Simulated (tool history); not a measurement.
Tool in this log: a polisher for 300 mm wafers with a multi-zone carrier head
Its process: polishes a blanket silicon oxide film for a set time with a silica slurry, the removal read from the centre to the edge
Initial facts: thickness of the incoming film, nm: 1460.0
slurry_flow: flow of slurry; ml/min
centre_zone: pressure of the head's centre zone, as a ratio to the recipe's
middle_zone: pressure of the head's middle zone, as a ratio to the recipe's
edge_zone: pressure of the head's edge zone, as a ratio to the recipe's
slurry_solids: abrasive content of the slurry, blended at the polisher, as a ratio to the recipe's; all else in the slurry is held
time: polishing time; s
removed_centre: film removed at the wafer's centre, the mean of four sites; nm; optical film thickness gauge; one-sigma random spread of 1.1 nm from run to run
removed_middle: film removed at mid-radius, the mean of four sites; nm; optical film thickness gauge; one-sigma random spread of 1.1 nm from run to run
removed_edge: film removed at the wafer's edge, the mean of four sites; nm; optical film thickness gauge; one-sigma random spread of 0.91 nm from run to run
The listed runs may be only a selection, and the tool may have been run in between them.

run	hour	slurry_flow	centre_zone	middle_zone	edge_zone	slurry_solids	time	removed_centre	removed_middle	removed_edge
1	0	305	1	1	1	1	38	94.81	96.476	96.147
2	3.1	305	0.95	1	1	1	38	89.715	96.895	97.998
3	8.5	315	0.97	0.97	1.06	1.15	38	98.509	100.59	105.6
4	12.1	315	0.97	0.97	1.06	1.15	30	76.776	79.909	83.147
5	12.9	315	0.97	0.88	1.06	1.15	30	75.803	72.148	83.057
# hour 13.9: worn pad replaced by a new one
6	13.9	305	0.98	0.88	1.08	1.25	34	97.512	90.047	105.64

Run 7 has not been measured yet. What should we expect?
7	17.9	305	1.02	0.94	1.18	1.5	34	?	?	?

Run 7 measured removed_centre 108.24 nm, removed_middle 103 nm, removed_edge 118.06 nm.
